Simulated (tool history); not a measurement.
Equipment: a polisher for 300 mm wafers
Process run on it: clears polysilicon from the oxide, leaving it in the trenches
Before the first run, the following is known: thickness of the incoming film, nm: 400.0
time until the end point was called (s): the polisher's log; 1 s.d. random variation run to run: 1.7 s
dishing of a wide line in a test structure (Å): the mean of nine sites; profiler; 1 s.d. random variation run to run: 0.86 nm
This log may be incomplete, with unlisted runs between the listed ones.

run,hour,flow of slurry (ml/min),pressure of the wafer on the pad (psi),speed of the pad under the wafer (m/s),overpolish time after the end point (s),time until the end point was called (s),dishing of a wide line in a test structure (Å)
1,0.0,305,2.1,0.92,16,46.452,466.72
2,5.9,370,2.1,0.92,16,49.248,443.57
3,12.7,370,2.1,0.76,16,56.406,439.99
4,16.6,325,2.1,0.76,16,58.267,434.86
5,20.9,325,2.5,0.76,16,48.154,447.55
6,24.2,325,2.5,0.92,16,39.149,480.12
7,30.8,320,1.9,0.76,14,62.868,409.11
8,39.0,320,1.7,0.74,15,70.569,422.09

Run 9 has not been measured yet. What should we expect?
9,46.3,320,1.6,0.74,14,?,?

Logged for run 9: time until the end point was called (s) 76.539, dishing of a wide line in a test structure (Å) 398.39.
